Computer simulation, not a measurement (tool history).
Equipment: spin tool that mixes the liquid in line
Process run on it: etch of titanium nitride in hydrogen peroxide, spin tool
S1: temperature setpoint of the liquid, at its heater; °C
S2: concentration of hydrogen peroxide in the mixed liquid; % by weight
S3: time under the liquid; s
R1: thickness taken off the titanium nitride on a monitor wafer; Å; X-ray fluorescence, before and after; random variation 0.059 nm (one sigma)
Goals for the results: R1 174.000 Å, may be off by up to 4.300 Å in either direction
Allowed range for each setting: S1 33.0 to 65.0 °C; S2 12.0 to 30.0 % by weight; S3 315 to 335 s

run,hour,S1,S2,S3,R1
1,0.0,49.0,21.5,315,115.050
2,8.6,49.0,23.5,315,116.860
3,11.5,45.0,23.5,315,86.519
4,15.3,45.0,23.5,335,92.924
5,17.9,45.0,27.5,335,95.877
6,27.0,46.5,27.5,335,106.810
7,34.9,48.0,27.5,335,119.850
8,37.0,49.0,27.5,335,128.870
9,37.9,50.0,27.5,335,137.850
10,45.4,50.5,27.5,335,143.440
11,49.1,51.0,27.5,335,149.070
12,50.4,51.5,27.5,335,154.350
13,56.5,52.0,27.5,335,159.870

Of the 4 settings listed for the next run, only one would bring every result within its allowed miss of target. Which one?
A,62.6,53.0,29.0,335,?
B,62.6,54.0,28.5,335,?
C,62.6,54.0,26.0,335,?
D,62.6,54.0,30.0,335,?

move,R1
A,173.750
B,185.770
C,182.100
D,187.870
A: each result inside its tolerance
B: pushes the last run's worst result past its target
C: pushes the last run's worst result past its target
D: pushes the last run's worst result past its target
Move A is the one to make.
